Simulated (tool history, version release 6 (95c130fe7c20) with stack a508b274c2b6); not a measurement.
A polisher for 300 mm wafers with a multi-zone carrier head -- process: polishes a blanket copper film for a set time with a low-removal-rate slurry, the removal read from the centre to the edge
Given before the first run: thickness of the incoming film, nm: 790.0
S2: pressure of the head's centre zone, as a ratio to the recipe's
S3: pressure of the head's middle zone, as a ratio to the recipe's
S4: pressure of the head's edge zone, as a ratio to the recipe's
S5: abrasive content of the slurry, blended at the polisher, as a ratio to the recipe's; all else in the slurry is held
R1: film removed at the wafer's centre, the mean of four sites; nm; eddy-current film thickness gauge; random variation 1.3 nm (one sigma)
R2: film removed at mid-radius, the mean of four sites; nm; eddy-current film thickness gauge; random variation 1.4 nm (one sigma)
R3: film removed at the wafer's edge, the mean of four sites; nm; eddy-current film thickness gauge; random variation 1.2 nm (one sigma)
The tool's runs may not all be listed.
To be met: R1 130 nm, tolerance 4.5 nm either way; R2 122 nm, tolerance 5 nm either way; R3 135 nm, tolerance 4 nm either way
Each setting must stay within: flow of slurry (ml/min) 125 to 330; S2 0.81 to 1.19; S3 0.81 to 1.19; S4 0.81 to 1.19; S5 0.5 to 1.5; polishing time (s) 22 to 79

run 1 hour=0 | flow_of_slurry_(ml/min)=210 S2=1 S3=1 S4=1 S5=1 polishing_time_(s)=50 | R1=241.3 R2=231.54 R3=241.94
run 2 hour=1.2 | flow_of_slurry_(ml/min)=210 S2=1 S3=1 S4=1 S5=1 polishing_time_(s)=45 | R1=216.79 R2=206.49 R3=213.09
run 3 hour=9.5 | flow_of_slurry_(ml/min)=205 S2=0.98 S3=0.98 S4=0.98 S5=0.9 polishing_time_(s)=43 | R1=197.61 R2=194.33 R3=202.23
run 4 hour=16.5 | flow_of_slurry_(ml/min)=205 S2=0.98 S3=0.98 S4=0.98 S5=0.75 polishing_time_(s)=43 | R1=193.56 R2=185.08 R3=196
run 5 hour=17.1 | flow_of_slurry_(ml/min)=200 S2=0.97 S3=0.97 S4=0.97 S5=0.7 polishing_time_(s)=41 | R1=183.76 R2=173.45 R3=184.31
run 6 hour=20.2 | flow_of_slurry_(ml/min)=195 S2=0.96 S3=0.96 S4=0.96 S5=0.65 polishing_time_(s)=39 | R1=168.45 R2=160.09 R3=170.16
run 7 hour=26.4 | flow_of_slurry_(ml/min)=190 S2=0.95 S3=0.94 S4=0.94 S5=0.65 polishing_time_(s)=38 | R1=160.32 R2=155.49 R3=163.59
run 8 hour=30.1 | flow_of_slurry_(ml/min)=185 S2=0.95 S3=0.92 S4=0.93 S5=0.65 polishing_time_(s)=37 | R1=152.87 R2=146.87 R3=157.78
run 9 hour=36.3 | flow_of_slurry_(ml/min)=180 S2=0.95 S3=0.9 S4=0.91 S5=0.65 polishing_time_(s)=37 | R1=151.84 R2=140.46 R3=158.33
run 10 hour=42.6 | flow_of_slurry_(ml/min)=180 S2=0.95 S3=0.9 S4=0.9 S5=0.65 polishing_time_(s)=36 | R1=149.38 R2=143.91 R3=153.19
run 11 hour=45.8 | flow_of_slurry_(ml/min)=175 S2=0.95 S3=0.89 S4=0.89 S5=0.65 polishing_time_(s)=36 | R1=147.98 R2=136.34 R3=153.11
run 12 hour=47.5 | flow_of_slurry_(ml/min)=175 S2=0.95 S3=0.89 S4=0.88 S5=0.65 polishing_time_(s)=36 | R1=151.74 R2=133.75 R3=150.23
run 13 hour=55.6 | flow_of_slurry_(ml/min)=175 S2=0.95 S3=0.89 S4=0.88 S5=0.65 polishing_time_(s)=36 | R1=150.07 R2=141.56 R3=150.49
run 14 hour=63.5 | flow_of_slurry_(ml/min)=170 S2=0.94 S3=0.88 S4=0.87 S5=0.65 polishing_time_(s)=36 | R1=147.78 R2=137.83 R3=149.83
run 15 hour=65.5 | flow_of_slurry_(ml/min)=165 S2=0.93 S3=0.87 S4=0.86 S5=0.65 polishing_time_(s)=36 | R1=145.55 R2=133.98 R3=148.49
run 16 hour=66.9 | flow_of_slurry_(ml/min)=165 S2=0.92 S3=0.87 S4=0.85 S5=0.65 polishing_time_(s)=36 | R1=145.32 R2=132.09 R3=147.23
run 17 hour=69.6 | flow_of_slurry_(ml/min)=165 S2=0.91 S3=0.87 S4=0.85 S5=0.65 polishing_time_(s)=36 | R1=138.84 R2=132.79 R3=146.26
run 18 hour=71.4 | flow_of_slurry_(ml/min)=165 S2=0.91 S3=0.87 S4=0.84 S5=0.65 polishing_time_(s)=36 | R1=142.79 R2=132.52 R3=146.42

Which single option among these 5 for the next run brings every result within its allowed miss of target? Just one does.
run A hour=73.2 | flow_of_slurry_(ml/min)=190 S2=0.99 S3=0.85 S4=0.81 S5=0.55 polishing_time_(s)=34 | R1=? R2=? R3=?
run B hour=73.2 | flow_of_slurry_(ml/min)=195 S2=0.93 S3=0.9 S4=0.92 S5=0.7 polishing_time_(s)=31 | R1=? R2=? R3=?
run C hour=73.2 | flow_of_slurry_(ml/min)=175 S2=0.9 S3=0.85 S4=0.82 S5=0.6 polishing_time_(s)=40 | R1=? R2=? R3=?
run D hour=73.2 | flow_of_slurry_(ml/min)=240 S2=1 S3=0.99 S4=0.81 S5=0.5 polishing_time_(s)=33 | R1=? R2=? R3=?
run E hour=73.2 | flow_of_slurry_(ml/min)=180 S2=0.94 S3=0.85 S4=0.9 S5=0.55 polishing_time_(s)=38 | R1=? R2=? R3=?

move=A R1=148.1 R2=123.85 R3=135.57
move=B R1=132.05 R2=123.21 R3=134.21
move=C R1=157.73 R2=145.51 R3=160.49
move=D R1=148.98 R2=139.32 R3=132.93
move=E R1=155.49 R2=137.17 R3=156.07
A: meets the target for the result that was furthest off, but another lies outside its allowed miss
B: every result lands within tolerance
C: further off than the last run
D: meets the target for the result that was furthest off, but another lies outside its allowed miss
E: further off than the last run
Move B is the one to make.
